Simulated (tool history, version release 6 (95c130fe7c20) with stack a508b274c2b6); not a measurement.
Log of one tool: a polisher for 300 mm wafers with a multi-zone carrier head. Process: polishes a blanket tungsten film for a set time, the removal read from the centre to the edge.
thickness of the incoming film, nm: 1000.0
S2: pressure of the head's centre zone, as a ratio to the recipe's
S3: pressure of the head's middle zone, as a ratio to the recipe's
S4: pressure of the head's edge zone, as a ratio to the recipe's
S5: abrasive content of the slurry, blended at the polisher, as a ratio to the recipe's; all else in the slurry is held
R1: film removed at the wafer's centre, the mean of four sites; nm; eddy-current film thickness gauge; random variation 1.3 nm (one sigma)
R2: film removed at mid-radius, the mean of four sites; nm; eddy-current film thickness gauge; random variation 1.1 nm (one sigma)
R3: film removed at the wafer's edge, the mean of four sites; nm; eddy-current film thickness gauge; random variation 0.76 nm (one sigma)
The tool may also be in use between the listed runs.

{"run": 1, "hour": 0.0, "flow of slurry (ml/min)": 215, "S2": 1.0, "S3": 1.0, "S4": 1.0, "S5": 1.0, "polishing time (s)": 32, "R1": 163.17, "R2": 160.73, "R3": 161.73}
{"run": 2, "hour": 5.0, "flow of slurry (ml/min)": 215, "S2": 1.0, "S3": 1.0, "S4": 1.05, "S5": 1.0, "polishing time (s)": 32, "R1": 161.41, "R2": 161.5, "R3": 167.87}
{"run": 3, "hour": 13.8, "flow of slurry (ml/min)": 210, "S2": 1.02, "S3": 0.97, "S4": 0.99, "S5": 0.85, "polishing time (s)": 30, "R1": 148.98, "R2": 141.34, "R3": 146.5}
{"run": 4, "hour": 21.1, "flow of slurry (ml/min)": 210, "S2": 1.02, "S3": 0.97, "S4": 0.99, "S5": 0.85, "polishing time (s)": 25, "R1": 124.24, "R2": 119.04, "R3": 122.57}
{"run": 5, "hour": 24.2, "flow of slurry (ml/min)": 210, "S2": 0.97, "S3": 0.97, "S4": 0.99, "S5": 0.85, "polishing time (s)": 25, "R1": 117.32, "R2": 117.9, "R3": 120.07}
{"run": 6, "hour": 29.3, "flow of slurry (ml/min)": 210, "S2": 0.93, "S3": 0.97, "S4": 0.99, "S5": 0.85, "polishing time (s)": 25, "R1": 112.39, "R2": 119.4, "R3": 120.61}

The next listed run, before its measurement:
{"run": 7, "hour": 34.6, "flow of slurry (ml/min)": 205, "S2": 0.98, "S3": 0.95, "S4": 0.94, "S5": 0.8, "polishing time (s)": 25, "R1": "?", "R2": "?", "R3": "?"}

{"run 7": {"R1": 117.43, "R2": 113.19, "R3": 115.84}}
